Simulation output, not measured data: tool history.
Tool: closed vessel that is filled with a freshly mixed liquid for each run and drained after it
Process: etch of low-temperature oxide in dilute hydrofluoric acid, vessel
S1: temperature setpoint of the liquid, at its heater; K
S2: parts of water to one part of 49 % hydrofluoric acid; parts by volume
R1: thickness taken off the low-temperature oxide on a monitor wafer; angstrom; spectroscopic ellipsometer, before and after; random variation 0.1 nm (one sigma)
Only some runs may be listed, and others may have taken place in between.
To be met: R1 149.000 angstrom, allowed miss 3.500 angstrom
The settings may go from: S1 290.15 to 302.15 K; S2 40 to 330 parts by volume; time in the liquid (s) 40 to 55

Run 1, day 0.000: S1 294.15 K, S2 185 parts by volume, time in the liquid (s) 55. Result: R1 81.604 angstrom.
Run 2, day 0.121: S1 294.15 K, S2 185 parts by volume, time in the liquid (s) 40. Result: R1 59.289 angstrom.
Run 3, day 0.246: S1 295.15 K, S2 170 parts by volume, time in the liquid (s) 40. Result: R1 68.366 angstrom.
Run 4, day 0.329: S1 295.15 K, S2 170 parts by volume, time in the liquid (s) 40. Result: R1 68.412 angstrom.
Run 5, day 0.404: S1 295.15 K, S2 170 parts by volume, time in the liquid (s) 40. Result: R1 68.941 angstrom.
Run 6, day 0.679: S1 296.15 K, S2 155 parts by volume, time in the liquid (s) 40. Result: R1 79.174 angstrom.
Run 7, day 0.850: S1 296.65 K, S2 145 parts by volume, time in the liquid (s) 40. Result: R1 87.848 angstrom.
Run 8, day 1.208: S1 297.15 K, S2 140 parts by volume, time in the liquid (s) 40. Result: R1 92.456 angstrom.
Run 9, day 1.275: S1 297.65 K, S2 135 parts by volume, time in the liquid (s) 40. Result: R1 99.119 angstrom.
Run 10, day 1.608: S1 298.15 K, S2 130 parts by volume, time in the liquid (s) 40. Result: R1 105.930 angstrom.
Run 11, day 1.700: S1 298.65 K, S2 125 parts by volume, time in the liquid (s) 40. Result: R1 112.800 angstrom.
Run 12, day 2.088: S1 302.15 K, S2 100 parts by volume, time in the liquid (s) 40. Result: R1 167.090 angstrom.
Run 13, day 2.138: S1 301.15 K, S2 100 parts by volume, time in the liquid (s) 40. Result: R1 158.780 angstrom.
Run 14, day 2.467: S1 300.65 K, S2 100 parts by volume, time in the liquid (s) 40. Result: R1 156.540 angstrom.
Run 15, day 2.712: S1 300.65 K, S2 100 parts by volume, time in the liquid (s) 40. Result: R1 156.520 angstrom.
Run 16, day 3.092: S1 300.15 K, S2 100 parts by volume, time in the liquid (s) 40. Result: R1 152.770 angstrom.

Consider the 4 candidate settings below. Which is the only one whose results all fall within their allowed miss of target?
Run A, day 3.471: S1 301.15 K, S2 100 parts by volume, time in the liquid (s) 40. Result: R1 ?.
Run B, day 3.471: S1 298.15 K, S2 120 parts by volume, time in the liquid (s) 55. Result: R1 ?.
Run C, day 3.471: S1 297.65 K, S2 120 parts by volume, time in the liquid (s) 55. Result: R1 ?.
Run D, day 3.471: S1 302.15 K, S2 145 parts by volume, time in the liquid (s) 55. Result: R1 ?.

move       R1
   A  160.820
   B  160.050
   C  156.980
   D  149.190
A: the biggest miss grows against the last run
B: the biggest miss grows against the last run
C: the biggest miss grows against the last run
D: every result lands within tolerance
Answer: D

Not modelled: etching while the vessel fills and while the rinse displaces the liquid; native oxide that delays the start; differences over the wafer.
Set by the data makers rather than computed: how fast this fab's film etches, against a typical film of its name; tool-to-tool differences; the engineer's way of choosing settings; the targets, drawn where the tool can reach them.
